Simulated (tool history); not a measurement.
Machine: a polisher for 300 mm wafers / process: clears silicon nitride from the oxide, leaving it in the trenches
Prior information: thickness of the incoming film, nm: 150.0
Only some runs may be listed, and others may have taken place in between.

run	hour	flow of slurry (ml/min)	pressure of the wafer on the pad (psi)	speed of the pad under the wafer (m/s)	overpolish time after the end point (s)	time until the end point was called (s)
1	0	175	3	1.22	13	139.89
2	2.4	175	3.4	1.24	13	122.03
3	8.4	150	3.4	1.24	13	127.16
4	16	155	3.7	1.26	13	118.28
5	23.3	160	3.9	1.28	13	107.82
6	27	160	3.9	1.02	13	132.63
7	31.4	165	4.1	1.08	13	116.86

Run 8 is up next; what results do you expect?
8	36.5	165	4.6	1.16	13	?

{"run 8": {"time until the end point was called (s)": 100.55}}
